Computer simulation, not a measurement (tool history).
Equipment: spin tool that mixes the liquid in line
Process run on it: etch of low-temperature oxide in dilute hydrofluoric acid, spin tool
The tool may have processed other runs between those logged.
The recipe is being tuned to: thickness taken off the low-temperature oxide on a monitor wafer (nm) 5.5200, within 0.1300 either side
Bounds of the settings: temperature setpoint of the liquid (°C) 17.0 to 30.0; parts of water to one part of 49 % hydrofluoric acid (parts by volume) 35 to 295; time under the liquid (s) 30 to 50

| run | hour | temperature setpoint of the liquid (°C) | parts of water to one part of 49 % hydrofluoric acid (parts by volume) | time under the liquid (s) | thickness taken off the low-temperature oxide on a monitor wafer (nm) |
|---|---|---|---|---|---|
| 1 | 0.0 | 22.0 | 165 | 50 | 3.0129 |
| 2 | 6.8 | 22.0 | 140 | 50 | 3.6387 |
| 3 | 8.2 | 20.0 | 140 | 50 | 3.3951 |
| 4 | 12.9 | 22.5 | 135 | 50 | 3.8681 |
| 5 | 17.1 | 24.5 | 130 | 50 | 4.3896 |
| 6 | 20.9 | 24.5 | 180 | 50 | 2.9704 |
| 7 | 21.4 | 28.5 | 115 | 50 | 5.8188 |
| 8 | 27.8 | 28.0 | 115 | 50 | 5.7519 |

Which of these 4 next moves meets every target?
| A | 34.2 | 24.5 | 105 | 50 | ? |
| B | 34.2 | 29.0 | 115 | 50 | ? |
| C | 34.2 | 27.0 | 120 | 50 | ? |
| D | 34.2 | 29.0 | 110 | 50 | ? |

| move | thickness taken off the low-temperature oxide on a monitor wafer (nm) |
|---|---|
| A | 5.5495 |
| B | 5.9436 |
| C | 5.2482 |
| D | 6.2560 |
A: in spec on every target
B: moves away from the targets compared with the last run
C: carries the result that was furthest off beyond its target, to the other side
D: moves away from the targets compared with the last run
The move that meets every target is A.

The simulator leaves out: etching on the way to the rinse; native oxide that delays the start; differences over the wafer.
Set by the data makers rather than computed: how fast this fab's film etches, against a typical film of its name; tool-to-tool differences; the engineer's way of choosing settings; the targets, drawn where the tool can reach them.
